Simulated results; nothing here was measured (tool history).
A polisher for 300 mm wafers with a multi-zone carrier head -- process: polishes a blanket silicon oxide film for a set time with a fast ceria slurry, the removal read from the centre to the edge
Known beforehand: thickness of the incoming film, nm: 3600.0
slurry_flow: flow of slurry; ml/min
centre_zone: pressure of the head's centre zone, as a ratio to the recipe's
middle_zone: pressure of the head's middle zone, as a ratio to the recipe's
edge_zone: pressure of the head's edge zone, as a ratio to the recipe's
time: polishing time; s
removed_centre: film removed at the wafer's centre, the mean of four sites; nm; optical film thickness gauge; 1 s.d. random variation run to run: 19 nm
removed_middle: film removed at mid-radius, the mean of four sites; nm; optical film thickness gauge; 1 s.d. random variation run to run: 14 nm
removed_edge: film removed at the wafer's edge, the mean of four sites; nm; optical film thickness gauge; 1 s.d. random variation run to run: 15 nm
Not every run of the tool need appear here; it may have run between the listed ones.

run,hour,slurry_flow,centre_zone,middle_zone,edge_zone,time,removed_centre,removed_middle,removed_edge
1,0,300,1,1,1,57,1102.1,1083.4,1138.1
2,4.5,300,1,0.92,1,57,1086.5,1008.1,1155
3,7,300,1.07,0.92,1,57,1175.6,1001.1,1136.3
4,8.1,300,1.07,0.98,1,57,1170.3,1066.4,1144.1
5,8.8,300,1.07,0.98,1.05,57,1140.6,1053.3,1178.6
6,14.7,305,1.06,0.97,1.1,62,1299.4,1134.8,1309.1

Expected results for the next run?
7,19.7,295,0.98,0.95,1.13,66,?,?,?

removed_centre: 1226.8 nm
removed_middle: 1178.5 nm
removed_edge: 1398.6 nm

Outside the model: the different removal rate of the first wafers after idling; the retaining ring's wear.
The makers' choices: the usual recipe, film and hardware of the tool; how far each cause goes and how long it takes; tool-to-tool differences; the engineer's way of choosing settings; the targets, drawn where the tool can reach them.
